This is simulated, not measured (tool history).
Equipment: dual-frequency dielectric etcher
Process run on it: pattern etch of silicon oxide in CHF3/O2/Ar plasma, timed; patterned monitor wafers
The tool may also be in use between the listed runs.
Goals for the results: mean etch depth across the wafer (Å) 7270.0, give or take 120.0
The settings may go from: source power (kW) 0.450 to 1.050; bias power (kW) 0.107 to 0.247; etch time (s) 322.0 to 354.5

run,hour,source power (kW),bias power (kW),etch time (s),mean etch depth across the wafer (Å)
1,0.0,0.750,0.177,354.5,8691.7
2,7.5,0.750,0.177,322.0,7834.1
3,12.3,0.740,0.177,322.0,7799.7
4,18.2,0.820,0.177,322.0,8117.4
5,21.1,0.820,0.200,322.0,8608.9
6,22.5,0.790,0.199,322.0,8463.7
7,23.7,0.790,0.199,322.0,8377.8
8,30.7,0.790,0.199,322.0,8436.9
9,37.9,0.760,0.198,322.0,8298.4
10,40.6,0.730,0.197,322.0,8128.4
11,49.0,0.710,0.196,322.0,8026.6
12,56.8,0.690,0.195,322.0,7941.5
13,62.0,0.670,0.194,322.0,7815.8
14,69.9,0.530,0.189,322.0,7011.7
15,71.2,0.540,0.189,322.0,7075.0

Pick the move, out of 4, that brings all results within their allowed miss; only one does.
A,72.5,0.490,0.193,326.5,?
B,72.5,0.450,0.201,328.0,?
C,72.5,0.450,0.202,328.0,?
D,72.5,0.500,0.182,348.5,?

move,mean etch depth across the wafer (Å)
A,7011.2
B,6934.6
C,6950.8
D,7339.5
A: moves away from the targets compared with the last run
B: moves away from the targets compared with the last run
C: moves away from the targets compared with the last run
D: each result inside its tolerance
D is the move that brings every result within its allowed miss.
